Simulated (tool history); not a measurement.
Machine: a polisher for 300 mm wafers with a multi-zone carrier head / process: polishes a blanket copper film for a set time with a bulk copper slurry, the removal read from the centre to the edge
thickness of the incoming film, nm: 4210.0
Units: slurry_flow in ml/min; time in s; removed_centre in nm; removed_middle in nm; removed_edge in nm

Run 1, hour 0.0: slurry_flow 150 ml/min, centre_zone 1.00, middle_zone 1.00, edge_zone 1.00, slurry_solids 1.00, time 43 s. Result: removed_centre 409.00 nm, removed_middle 413.64 nm, removed_edge 414.12 nm.
Run 2, hour 2.0: slurry_flow 150 ml/min, centre_zone 1.01, middle_zone 0.99, edge_zone 1.02, slurry_solids 1.05, time 44 s. Result: removed_centre 440.47 nm, removed_middle 425.07 nm, removed_edge 443.49 nm.
Run 3, hour 10.7: slurry_flow 130 ml/min, centre_zone 1.01, middle_zone 0.99, edge_zone 1.02, slurry_solids 1.05, time 44 s. Result: removed_centre 428.43 nm, removed_middle 406.74 nm, removed_edge 426.09 nm.
Run 4, hour 18.1: slurry_flow 140 ml/min, centre_zone 1.02, middle_zone 0.99, edge_zone 1.04, slurry_solids 1.10, time 44 s. Result: removed_centre 444.73 nm, removed_middle 419.76 nm, removed_edge 446.97 nm.
Run 5, hour 20.1: slurry_flow 140 ml/min, centre_zone 0.96, middle_zone 0.99, edge_zone 1.04, slurry_solids 1.10, time 44 s. Result: removed_centre 418.80 nm, removed_middle 420.50 nm, removed_edge 437.19 nm.
Run 6, hour 24.6: slurry_flow 140 ml/min, centre_zone 1.04, middle_zone 0.99, edge_zone 1.04, slurry_solids 1.10, time 44 s. Result: removed_centre 450.63 nm, removed_middle 417.95 nm, removed_edge 434.26 nm.

Run 7 has not been measured yet. What should we expect?
Run 7, hour 33.1: slurry_flow 145 ml/min, centre_zone 1.03, middle_zone 0.98, edge_zone 1.06, slurry_solids 1.15, time 45 s. Result: removed_centre ?, removed_middle ?, removed_edge ?.

{"run 7": {"removed_centre": 464.93, "removed_middle": 433.99, "removed_edge": 474.5}}
